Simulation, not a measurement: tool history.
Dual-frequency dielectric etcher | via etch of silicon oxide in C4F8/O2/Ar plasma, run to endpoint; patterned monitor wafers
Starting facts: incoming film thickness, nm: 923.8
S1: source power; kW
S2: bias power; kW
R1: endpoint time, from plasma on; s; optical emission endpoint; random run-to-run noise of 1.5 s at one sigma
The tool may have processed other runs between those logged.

run    day     S1     S2      R1
  1  0.000  2.220  2.424  181.47
  2  0.096  2.040  2.341  191.83
  3  0.400  2.040  2.168  196.08
  4  0.471  1.970  2.143  200.65
  5  0.529  1.970  2.493  189.07
  6  0.725  1.850  2.451  194.29

Run 7 is up next; what results do you expect?
  7  0.758  1.760  2.418   ?

Logged for run 7: R1 197.01 s.
